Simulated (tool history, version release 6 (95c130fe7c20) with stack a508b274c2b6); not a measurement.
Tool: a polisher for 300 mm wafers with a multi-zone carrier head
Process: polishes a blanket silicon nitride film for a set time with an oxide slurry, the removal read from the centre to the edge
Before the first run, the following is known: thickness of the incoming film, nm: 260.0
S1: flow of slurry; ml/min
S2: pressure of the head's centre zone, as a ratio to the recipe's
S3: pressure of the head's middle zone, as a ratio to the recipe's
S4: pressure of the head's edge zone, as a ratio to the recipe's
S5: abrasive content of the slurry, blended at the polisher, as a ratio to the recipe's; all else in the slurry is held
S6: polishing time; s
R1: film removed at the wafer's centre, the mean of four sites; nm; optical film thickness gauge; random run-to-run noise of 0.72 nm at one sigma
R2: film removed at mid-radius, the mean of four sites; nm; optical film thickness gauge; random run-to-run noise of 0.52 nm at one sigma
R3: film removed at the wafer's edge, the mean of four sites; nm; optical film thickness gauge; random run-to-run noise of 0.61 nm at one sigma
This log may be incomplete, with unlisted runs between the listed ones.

| run | hour | S1 | S2 | S3 | S4 | S5 | S6 | R1 | R2 | R3 |
|---|---|---|---|---|---|---|---|---|---|---|
| 1 | 0 | 250 | 1 | 1 | 1 | 1 | 40 | 50.697 | 50.762 | 49.656 |
| 2 | 1.1 | 255 | 1.01 | 1.02 | 1.02 | 1.05 | 40 | 51.82 | 53.311 | 51.696 |
| 3 | 10.1 | 260 | 1.03 | 1.04 | 1.04 | 1.1 | 40 | 54.862 | 54.739 | 52.803 |
| 4 | 12.1 | 260 | 1.03 | 1.04 | 1.04 | 1.1 | 47 | 64.043 | 64.459 | 61.983 |
| 5 | 18.3 | 285 | 1.03 | 1.04 | 1.04 | 1.1 | 47 | 64.885 | 65.184 | 63.553 |
| 6 | 23.8 | 285 | 1.03 | 0.98 | 1.04 | 1.1 | 47 | 63.779 | 61.289 | 62.79 |
| 7 | 29 | 290 | 1.03 | 0.99 | 1.04 | 1.1 | 47 | 63.827 | 62.306 | 62.666 |

Run 8, settings as shown, results not yet in. Your forecast:
| 8 | 29.5 | 295 | 1.03 | 1 | 1.04 | 1.1 | 47 | ? | ? | ? |

R1: 64.973 nm
R2: 62.305 nm
R3: 62.098 nm
